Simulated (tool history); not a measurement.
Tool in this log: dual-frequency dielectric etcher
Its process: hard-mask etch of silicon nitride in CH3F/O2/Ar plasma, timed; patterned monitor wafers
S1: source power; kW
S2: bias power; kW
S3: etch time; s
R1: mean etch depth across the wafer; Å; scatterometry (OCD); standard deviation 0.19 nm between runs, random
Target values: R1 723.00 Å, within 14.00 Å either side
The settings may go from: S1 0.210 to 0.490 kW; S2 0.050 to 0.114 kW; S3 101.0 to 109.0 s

| run | day | S1 | S2 | S3 | R1 |
|---|---|---|---|---|---|
| 1 | 0.000 | 0.350 | 0.082 | 109.0 | 883.47 |
| 2 | 0.338 | 0.350 | 0.082 | 109.0 | 880.75 |
| 3 | 0.429 | 0.410 | 0.082 | 109.0 | 929.61 |
| 4 | 0.492 | 0.410 | 0.082 | 109.0 | 923.81 |
| 5 | 0.617 | 0.410 | 0.082 | 109.0 | 924.57 |
| 6 | 0.850 | 0.410 | 0.082 | 109.0 | 924.28 |
| 7 | 0.925 | 0.390 | 0.079 | 108.5 | 888.89 |
| 8 | 1.229 | 0.320 | 0.069 | 107.5 | 791.88 |
| 9 | 1.254 | 0.310 | 0.068 | 107.5 | 773.37 |
| 10 | 1.588 | 0.300 | 0.068 | 107.5 | 772.80 |
| 11 | 1.742 | 0.290 | 0.068 | 107.5 | 758.74 |

Of the 4 settings listed for the next run, only one would bring every result within its allowed miss of target. Which one?
| A | 1.896 | 0.400 | 0.057 | 109.0 | ? |
| B | 1.896 | 0.280 | 0.062 | 101.0 | ? |
| C | 1.896 | 0.320 | 0.064 | 102.0 | ? |
| D | 1.896 | 0.320 | 0.072 | 109.0 | ? |

| move | R1 |
|---|---|
| A | 787.83 |
| B | 680.62 |
| C | 723.88 |
| D | 813.36 |
A: moves away from the targets compared with the last run
B: takes the result that was furthest off past its target
C: all results land within tolerance of their targets
D: moves away from the targets compared with the last run
Correct choice: C, which meets every target

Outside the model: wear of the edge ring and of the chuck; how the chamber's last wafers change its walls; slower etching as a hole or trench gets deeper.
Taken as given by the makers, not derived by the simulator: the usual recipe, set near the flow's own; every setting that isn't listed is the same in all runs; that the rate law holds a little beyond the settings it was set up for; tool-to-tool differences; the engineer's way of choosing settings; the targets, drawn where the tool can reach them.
